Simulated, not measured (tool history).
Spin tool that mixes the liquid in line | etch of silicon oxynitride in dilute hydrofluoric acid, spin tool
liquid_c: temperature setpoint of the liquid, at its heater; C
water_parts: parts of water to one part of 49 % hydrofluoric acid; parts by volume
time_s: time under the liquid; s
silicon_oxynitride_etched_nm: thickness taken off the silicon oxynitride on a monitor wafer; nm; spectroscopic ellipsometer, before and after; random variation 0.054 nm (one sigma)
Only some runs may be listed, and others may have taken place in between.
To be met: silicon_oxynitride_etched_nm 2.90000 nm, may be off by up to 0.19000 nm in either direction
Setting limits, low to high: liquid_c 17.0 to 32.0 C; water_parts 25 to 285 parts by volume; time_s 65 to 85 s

run  hour  liquid_c  water_parts  time_s  silicon_oxynitride_etched_nm
  1   0.0      24.0          155      85                       0.80746
  2   1.7      24.0          155      85                       0.82107
  3  10.2      26.0          115      85                       1.31550
  4  12.8      27.5          100      85                       1.64320
  5  14.1      28.5           90      85                       1.90780
  6  18.7      25.5           90      85                       1.62150
  7  22.6      27.0           80      85                       1.94940
  8  24.6      31.0           60      85                       3.30960

Which one of the following 5 next-run settings gets every result inside its allowed miss? There is exactly one.
  A  26.6      32.0           50      85                             ?
  B  26.6      28.5           50      85                             ?
  C  26.6      30.5           65      85                             ?
  D  26.6      32.0           60      85                             ?
  E  26.6      31.5           50      80                             ?

move  silicon_oxynitride_etched_nm
   A                       4.22170
   B                       3.58780
   C                       2.98270
   D                       3.47920
   E                       3.88310
A: the biggest miss grows against the last run
B: the biggest miss grows against the last run
C: every result within its allowed miss
D: the biggest miss grows against the last run
E: the biggest miss grows against the last run
Correct choice: C, which meets every target
